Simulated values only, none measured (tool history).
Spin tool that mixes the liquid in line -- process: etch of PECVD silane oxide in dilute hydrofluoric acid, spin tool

| run | hour | temperature setpoint of the liquid (K) | parts of water to one part of 49 % hydrofluoric acid (parts by volume) | time under the liquid (s) | thickness taken off the PECVD silane oxide on a monitor wafer (Å) |
|---|---|---|---|---|---|
| 1 | 0 | 294.15 | 275 | 265 | 122.29 |
| 2 | 6.6 | 293.15 | 305 | 265 | 103.62 |
| 3 | 7.3 | 292.65 | 325 | 265 | 95.079 |
| 4 | 8.6 | 295.15 | 325 | 265 | 101.51 |
| 5 | 17.4 | 295.15 | 325 | 265 | 103.46 |
| 6 | 19.4 | 294.15 | 345 | 265 | 92.457 |

What will run 7 give?
| 7 | 28.4 | 293.15 | 360 | 265 | ? |

{"run 7": {"thickness taken off the PECVD silane oxide on a monitor wafer (Å)": 85.276}}
